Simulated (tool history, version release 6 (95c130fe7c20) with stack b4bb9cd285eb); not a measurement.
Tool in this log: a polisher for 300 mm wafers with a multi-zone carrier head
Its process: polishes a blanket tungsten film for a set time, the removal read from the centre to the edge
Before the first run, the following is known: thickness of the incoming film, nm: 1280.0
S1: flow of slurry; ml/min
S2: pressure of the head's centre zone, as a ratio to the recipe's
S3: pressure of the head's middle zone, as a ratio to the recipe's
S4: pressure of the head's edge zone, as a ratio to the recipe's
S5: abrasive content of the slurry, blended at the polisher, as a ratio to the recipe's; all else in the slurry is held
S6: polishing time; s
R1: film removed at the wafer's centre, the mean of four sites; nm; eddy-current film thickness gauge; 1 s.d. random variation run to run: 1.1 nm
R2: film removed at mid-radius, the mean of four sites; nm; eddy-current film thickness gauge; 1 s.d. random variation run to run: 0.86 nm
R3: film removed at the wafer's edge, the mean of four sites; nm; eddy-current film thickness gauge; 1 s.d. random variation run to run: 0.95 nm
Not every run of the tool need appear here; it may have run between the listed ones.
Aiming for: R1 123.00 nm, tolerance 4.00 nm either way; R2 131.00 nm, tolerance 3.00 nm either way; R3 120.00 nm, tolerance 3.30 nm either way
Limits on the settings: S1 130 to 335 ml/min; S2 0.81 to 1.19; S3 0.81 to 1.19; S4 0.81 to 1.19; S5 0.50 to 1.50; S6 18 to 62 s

{"run": 1, "hour": 0.0, "S1": 215, "S2": 1.0, "S3": 1.0, "S4": 1.0, "S5": 1.0, "S6": 40, "R1": 192.27, "R2": 183.69, "R3": 188.3}
{"run": 2, "hour": 2.2, "S1": 215, "S2": 0.99, "S3": 1.0, "S4": 0.98, "S5": 0.95, "S6": 39, "R1": 185.49, "R2": 179.07, "R3": 176.77}
{"run": 3, "hour": 5.9, "S1": 210, "S2": 0.97, "S3": 0.99, "S4": 0.97, "S5": 0.9, "S6": 38, "R1": 172.58, "R2": 172.24, "R3": 171.26}
{"run": 4, "hour": 11.8, "S1": 210, "S2": 0.96, "S3": 0.98, "S4": 0.95, "S5": 0.85, "S6": 37, "R1": 163.21, "R2": 164.74, "R3": 160.83}
{"run": 5, "hour": 13.4, "S1": 235, "S2": 0.96, "S3": 0.98, "S4": 0.95, "S5": 0.85, "S6": 37, "R1": 167.91, "R2": 166.71, "R3": 163.43}
{"run": 6, "hour": 14.1, "S1": 230, "S2": 0.95, "S3": 0.97, "S4": 0.93, "S5": 0.8, "S6": 36, "R1": 157.71, "R2": 157.77, "R3": 154.21}
{"run": 7, "hour": 21.1, "S1": 225, "S2": 0.94, "S3": 0.97, "S4": 0.92, "S5": 0.75, "S6": 36, "R1": 153.64, "R2": 154.49, "R3": 151.81}
{"run": 8, "hour": 27.2, "S1": 225, "S2": 0.94, "S3": 0.97, "S4": 0.91, "S5": 0.7, "S6": 35, "R1": 148.56, "R2": 148.5, "R3": 145.67}
{"hour": 32.6, "done": "worn pad replaced by a new one"}
{"run": 9, "hour": 32.6, "S1": 225, "S2": 0.93, "S3": 0.97, "S4": 0.9, "S5": 0.65, "S6": 35, "R1": 160.65, "R2": 159.75, "R3": 155.41}
{"run": 10, "hour": 39.3, "S1": 230, "S2": 0.93, "S3": 0.96, "S4": 0.89, "S5": 0.75, "S6": 35, "R1": 167.98, "R2": 166.98, "R3": 162.53}
{"run": 11, "hour": 44.7, "S1": 230, "S2": 0.94, "S3": 0.98, "S4": 0.91, "S5": 0.75, "S6": 35, "R1": 164.45, "R2": 168.9, "R3": 163.96}
{"run": 12, "hour": 48.7, "S1": 220, "S2": 0.93, "S3": 0.98, "S4": 0.91, "S5": 0.7, "S6": 35, "R1": 162.47, "R2": 164.73, "R3": 158.76}
{"run": 13, "hour": 56.3, "S1": 220, "S2": 0.93, "S3": 0.98, "S4": 0.91, "S5": 0.65, "S6": 33, "R1": 153.43, "R2": 152.43, "R3": 146.89}
{"run": 14, "hour": 57.7, "S1": 180, "S2": 0.84, "S3": 0.99, "S4": 0.81, "S5": 0.5, "S6": 29, "R1": 115.06, "R2": 124.12, "R3": 115.7}

Pick the move, out of 4, that brings all results within their allowed miss; only one does.
{"run": "A", "hour": 59.1, "S1": 200, "S2": 0.83, "S3": 1.01, "S4": 0.84, "S5": 0.55, "S6": 29, "R1": "?", "R2": "?", "R3": "?"}
{"run": "B", "hour": 59.1, "S1": 150, "S2": 0.81, "S3": 0.9, "S4": 0.88, "S5": 0.5, "S6": 30, "R1": "?", "R2": "?", "R3": "?"}
{"run": "C", "hour": 59.1, "S1": 180, "S2": 0.91, "S3": 1.01, "S4": 0.84, "S5": 0.5, "S6": 30, "R1": "?", "R2": "?", "R3": "?"}
{"run": "D", "hour": 59.1, "S1": 150, "S2": 0.81, "S3": 1.04, "S4": 0.9, "S5": 0.6, "S6": 31, "R1": "?", "R2": "?", "R3": "?"}

move=A R1=116.53 R2=131.41 R3=121.36
move=B R1=108.98 R2=114.51 R3=120.92
move=C R1=124.35 R2=130.91 R3=121.52
move=D R1=116.96 R2=138.61 R3=130.74
A: the furthest-off result lands on target, but another misses its tolerance
B: further off than the last run
C: each result inside its tolerance
D: takes the biggest miss from the last run beyond its target
Move C is the one to make.

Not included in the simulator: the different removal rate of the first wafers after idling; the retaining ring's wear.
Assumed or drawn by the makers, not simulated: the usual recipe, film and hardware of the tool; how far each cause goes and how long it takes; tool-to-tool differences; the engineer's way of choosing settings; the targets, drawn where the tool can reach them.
